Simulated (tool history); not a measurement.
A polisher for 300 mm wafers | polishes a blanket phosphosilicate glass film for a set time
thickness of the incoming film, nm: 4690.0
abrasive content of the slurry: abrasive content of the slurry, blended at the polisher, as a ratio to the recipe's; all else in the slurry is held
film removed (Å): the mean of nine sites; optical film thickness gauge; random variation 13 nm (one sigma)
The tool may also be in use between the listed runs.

| run | hour | flow of slurry (ml/min) | pressure of the wafer on the pad (kPa) | speed of the pad under the wafer (cm/s) | abrasive content of the slurry | polishing time (s) | film removed (Å) |
|---|---|---|---|---|---|---|---|
| 1 | 0.0 | 305 | 24.1 | 122 | 1.0 | 79 | 7391.3 |
| 2 | 8.9 | 305 | 24.1 | 122 | 1.2 | 79 | 8095.3 |
| 3 | 14.6 | 305 | 25.5 | 122 | 1.2 | 79 | 8429.2 |
| 4 | 18.7 | 305 | 25.5 | 138 | 1.2 | 79 | 9275.1 |
| 5 | 21.0 | 305 | 26.2 | 138 | 1.2 | 79 | 9325.4 |
| 6 | 25.0 | 305 | 26.9 | 138 | 1.2 | 79 | 9730.2 |

The next listed run, before its measurement:
| 7 | 32.3 | 305 | 27.6 | 138 | 1.2 | 79 | ? |

{"run 7": {"film removed (Å)": 10095.0}}

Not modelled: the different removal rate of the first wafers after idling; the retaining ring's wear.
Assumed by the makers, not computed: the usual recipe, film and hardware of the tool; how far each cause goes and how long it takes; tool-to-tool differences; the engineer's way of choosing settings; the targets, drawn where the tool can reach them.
